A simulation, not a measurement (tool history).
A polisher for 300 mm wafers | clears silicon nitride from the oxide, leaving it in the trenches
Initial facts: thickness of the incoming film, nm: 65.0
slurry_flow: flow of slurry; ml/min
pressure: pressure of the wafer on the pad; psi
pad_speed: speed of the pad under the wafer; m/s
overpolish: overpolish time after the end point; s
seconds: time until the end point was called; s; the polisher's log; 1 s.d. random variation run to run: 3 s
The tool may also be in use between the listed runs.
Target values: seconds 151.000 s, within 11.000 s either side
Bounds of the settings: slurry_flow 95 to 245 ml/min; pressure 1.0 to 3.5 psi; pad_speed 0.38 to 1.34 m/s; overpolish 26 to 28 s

| run | hour | slurry_flow | pressure | pad_speed | overpolish | seconds |
|---|---|---|---|---|---|---|
| 1 | 0.0 | 155 | 2.2 | 0.86 | 26 | 97.083 |
| 2 | 6.1 | 155 | 2.1 | 0.84 | 26 | 105.720 |
| 3 | 10.0 | 155 | 2.5 | 0.84 | 26 | 87.605 |
| 4 | 15.2 | 155 | 2.3 | 0.82 | 26 | 96.623 |
| 5 | 19.1 | 155 | 2.2 | 0.80 | 26 | 100.840 |
| 6 | 24.1 | 155 | 2.7 | 0.80 | 26 | 82.338 |
| 7 | 26.8 | 155 | 2.5 | 0.78 | 26 | 90.427 |
| 8 | 32.5 | 155 | 2.3 | 0.76 | 26 | 101.000 |
| 9 | 35.5 | 155 | 2.2 | 0.74 | 26 | 108.930 |
| 10 | 36.8 | 155 | 2.1 | 0.74 | 26 | 112.850 |
| 11 | 42.2 | 155 | 2.0 | 0.74 | 26 | 116.290 |
| 12 | 46.3 | 155 | 1.4 | 0.70 | 26 | 165.100 |

Below are 4 possible settings for the next run. Only one of them brings all results inside the allowed miss of their targets. Which is it?
| A | 50.4 | 165 | 1.7 | 0.38 | 26 | ? |
| B | 50.4 | 115 | 1.9 | 0.60 | 26 | ? |
| C | 50.4 | 135 | 1.3 | 0.70 | 28 | ? |
| D | 50.4 | 160 | 1.2 | 0.64 | 26 | ? |

| move | seconds |
|---|---|
| A | 200.960 |
| B | 151.410 |
| C | 190.460 |
| D | 210.400 |
A: its largest miss is bigger than the last run's
B: meets every target
C: its largest miss is bigger than the last run's
D: its largest miss is bigger than the last run's
So the answer is move B, the one that meets all the targets.

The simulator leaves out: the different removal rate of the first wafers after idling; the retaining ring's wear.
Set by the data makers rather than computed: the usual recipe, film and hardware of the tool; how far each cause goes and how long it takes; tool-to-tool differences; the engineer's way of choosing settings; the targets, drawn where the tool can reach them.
